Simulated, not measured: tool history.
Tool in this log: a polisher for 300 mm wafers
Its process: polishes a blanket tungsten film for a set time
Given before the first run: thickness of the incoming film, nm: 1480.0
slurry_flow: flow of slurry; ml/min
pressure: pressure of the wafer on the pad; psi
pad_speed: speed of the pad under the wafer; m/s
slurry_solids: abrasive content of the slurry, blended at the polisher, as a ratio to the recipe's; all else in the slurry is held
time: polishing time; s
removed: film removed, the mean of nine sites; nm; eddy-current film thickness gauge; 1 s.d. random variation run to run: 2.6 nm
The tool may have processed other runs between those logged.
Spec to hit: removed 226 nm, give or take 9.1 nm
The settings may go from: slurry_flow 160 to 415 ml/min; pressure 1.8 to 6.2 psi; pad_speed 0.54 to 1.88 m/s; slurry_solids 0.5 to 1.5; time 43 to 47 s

run	hour	slurry_flow	pressure	pad_speed	slurry_solids	time	removed
1	0	265	4	1.2	1	47	343.55
2	8.3	265	3.7	1.2	1	47	308.92
3	13.2	220	3.7	1.2	1	47	303.62
4	14.4	265	3.7	1.2	1	47	316.61
5	19.7	265	3.7	1.44	1	47	376.64
6	26.4	260	3.3	1.44	1	47	340.09
7	29.6	255	3	1.44	1	47	302.34
8	33.2	250	2.8	1.44	1	47	287.7
9	36.6	250	2.6	1.44	1	47	262.56
10	39.8	250	2	1.44	1	47	208.28
11	43.1	250	2.1	1.44	1	47	214.71

Of the 4 settings listed for the next run, only one would bring every result within its allowed miss of target. Which one?
A	46.4	380	2.3	1.2	1.3	43	?
B	46.4	215	2.3	1.32	0.95	45	?
C	46.4	160	2.4	1.26	1.05	46	?
D	46.4	365	2.5	1.3	1.1	43	?

move	removed
A	201.71
B	202.24
C	203.41
D	225.07
A: its largest miss is bigger than the last run's
B: its largest miss is bigger than the last run's
C: its largest miss is bigger than the last run's
D: hits every target within its allowed miss
D meets every target.

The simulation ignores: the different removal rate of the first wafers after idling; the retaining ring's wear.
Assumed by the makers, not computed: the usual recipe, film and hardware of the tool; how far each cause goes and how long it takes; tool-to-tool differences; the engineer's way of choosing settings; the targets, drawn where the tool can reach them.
